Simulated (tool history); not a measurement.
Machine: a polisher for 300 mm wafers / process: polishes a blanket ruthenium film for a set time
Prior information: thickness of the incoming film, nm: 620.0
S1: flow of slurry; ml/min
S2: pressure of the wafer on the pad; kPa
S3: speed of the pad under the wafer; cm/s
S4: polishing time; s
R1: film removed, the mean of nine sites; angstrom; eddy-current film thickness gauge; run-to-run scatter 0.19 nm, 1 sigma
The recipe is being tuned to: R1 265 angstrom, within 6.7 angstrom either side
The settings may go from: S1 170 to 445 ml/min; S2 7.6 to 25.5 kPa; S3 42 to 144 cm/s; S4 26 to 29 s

run,hour,S1,S2,S3,S4,R1
1,0,285,16.5,92,29,343.45
2,8,285,15.2,92,29,313.13
3,9.6,285,14.5,92,29,299.48
4,17,330,14.5,92,29,304.45
5,20.1,330,14.5,70,29,234.96
6,22.3,330,14.5,48,29,160.52
7,24.4,340,18.6,48,29,208.7
8,27.4,345,19.3,48,29,215.74
9,29.5,350,20,48,29,225.36
10,33.8,350,20.7,48,29,232.58
11,41.1,350,21.4,48,29,240.45
12,46.9,350,22.1,48,29,249.3
13,50,350,22.8,48,29,255.14

Next run, 5 choices. One meets every target within its allowed miss, the rest don't. Which?
A,53.1,360,20.7,54,28,?
B,53.1,265,21.4,62,26,?
C,53.1,345,23.4,48,28,?
D,53.1,350,24.1,46,27,?
E,53.1,315,22.8,50,28,?

move,R1
A,250.29
B,266.33
C,252.16
D,240.59
E,252.61
A: moves away from the targets compared with the last run
B: meets every target
C: moves away from the targets compared with the last run
D: moves away from the targets compared with the last run
E: moves away from the targets compared with the last run
Correct choice: B, which meets every target

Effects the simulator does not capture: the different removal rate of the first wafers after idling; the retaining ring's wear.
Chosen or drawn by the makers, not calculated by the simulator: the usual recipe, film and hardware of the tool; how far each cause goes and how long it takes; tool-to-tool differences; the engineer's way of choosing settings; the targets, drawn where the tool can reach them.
